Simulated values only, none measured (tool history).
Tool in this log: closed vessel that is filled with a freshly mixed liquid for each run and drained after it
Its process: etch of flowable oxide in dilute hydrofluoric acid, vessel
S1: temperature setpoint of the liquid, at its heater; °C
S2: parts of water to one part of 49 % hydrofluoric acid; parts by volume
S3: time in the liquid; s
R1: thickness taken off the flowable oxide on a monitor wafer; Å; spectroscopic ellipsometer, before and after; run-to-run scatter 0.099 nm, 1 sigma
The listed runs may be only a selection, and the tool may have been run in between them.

| run | day | S1 | S2 | S3 | R1 |
|---|---|---|---|---|---|
| 1 | 0 | 23 | 115 | 30 | 99.915 |
| 2 | 0.108 | 24 | 105 | 30 | 114.27 |
| 3 | 0.233 | 24 | 140 | 30 | 82.828 |
| 4 | 0.375 | 24 | 140 | 30 | 82.211 |
| 5 | 0.612 | 20.5 | 140 | 30 | 71.785 |
| 6 | 0.754 | 22 | 125 | 30 | 86.936 |
| 7 | 1.017 | 26 | 75 | 30 | 179.97 |
| 8 | 1.075 | 27 | 70 | 30 | 202.52 |
| 9 | 1.121 | 27.5 | 70 | 30 | 206.02 |
| 10 | 1.471 | 28 | 70 | 30 | 211.27 |

Run 11, settings as shown, results not yet in. Your forecast:
| 11 | 1.758 | 28.5 | 70 | 30 | ? |

Logged for run 11: R1 214.83 Å.
